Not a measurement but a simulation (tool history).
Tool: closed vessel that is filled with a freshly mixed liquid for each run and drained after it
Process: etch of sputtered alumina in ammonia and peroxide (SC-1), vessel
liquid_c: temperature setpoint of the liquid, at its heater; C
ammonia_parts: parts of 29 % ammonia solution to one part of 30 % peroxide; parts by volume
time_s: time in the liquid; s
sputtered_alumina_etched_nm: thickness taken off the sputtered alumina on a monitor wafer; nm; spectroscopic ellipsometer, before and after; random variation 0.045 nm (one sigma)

run,hour,liquid_c,ammonia_parts,time_s,sputtered_alumina_etched_nm
1,0,47,0.7,310,17.565
2,4,46,0.7,310,16.548
3,9.8,45.5,0.7,310,16.122
4,18.3,45.5,0.9,310,16.523
5,25.6,45,0.9,310,16.002
6,32.9,45,0.9,330,17.042
7,35.2,44.5,0.9,330,16.556

The next listed run, before its measurement:
8,40.1,44,0.9,330,?

Run 8 gave sputtered_alumina_etched_nm 16.099 nm.

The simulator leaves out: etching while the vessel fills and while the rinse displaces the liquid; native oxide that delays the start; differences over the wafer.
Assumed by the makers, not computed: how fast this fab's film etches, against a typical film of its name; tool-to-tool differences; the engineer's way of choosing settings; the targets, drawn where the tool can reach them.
